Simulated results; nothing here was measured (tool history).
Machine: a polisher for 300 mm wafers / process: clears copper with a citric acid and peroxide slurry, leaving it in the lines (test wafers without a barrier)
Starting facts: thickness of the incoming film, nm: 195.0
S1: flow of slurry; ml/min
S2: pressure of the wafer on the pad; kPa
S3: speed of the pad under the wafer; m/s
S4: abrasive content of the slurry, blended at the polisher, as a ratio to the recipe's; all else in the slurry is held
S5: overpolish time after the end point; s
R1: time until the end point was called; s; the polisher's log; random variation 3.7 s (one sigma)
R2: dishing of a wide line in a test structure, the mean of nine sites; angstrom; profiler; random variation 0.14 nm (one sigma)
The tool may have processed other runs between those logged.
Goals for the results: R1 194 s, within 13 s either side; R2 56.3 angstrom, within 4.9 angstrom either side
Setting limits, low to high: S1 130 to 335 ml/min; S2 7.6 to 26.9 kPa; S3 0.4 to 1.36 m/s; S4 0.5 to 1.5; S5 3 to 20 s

run	hour	S1	S2	S3	S4	S5	R1	R2
1	0	215	17.2	0.88	1	10	144.17	125.26
2	2.7	190	17.2	0.88	1	10	144.13	123.61
3	6.1	190	13.8	0.88	1	10	168.97	104.17
4	14.9	190	11	0.88	1	10	206.68	88.332
5	18.3	190	11	0.88	1	9	208.81	78.458
6	20	190	14.5	0.88	1	9	170.84	97.966
7	22.7	190	14.5	0.88	1	8	166.71	86.049
8	30.8	190	13.8	0.88	1	7	176.86	74.122
9	32.5	190	13.1	0.88	1	6	178.74	59.578

Exactly one of the 4 candidate moves below puts every result within its allowed miss. Which one?
A	34.2	160	15.2	0.76	0.85	8	?	?
B	34.2	145	12.4	0.88	1.1	6	?	?
C	34.2	160	14.5	0.92	1.1	5	?	?
D	34.2	210	14.5	0.88	1	6	?	?

move	R1	R2
A	192.14	74.848
B	189.94	57.113
C	159.1	56.917
D	163.82	66.056
A: the worst result of the last run now meets its target, but another is out of spec
B: in spec on every target
C: its largest miss is bigger than the last run's
D: its largest miss is bigger than the last run's
So the answer is move B, the one that meets all the targets.
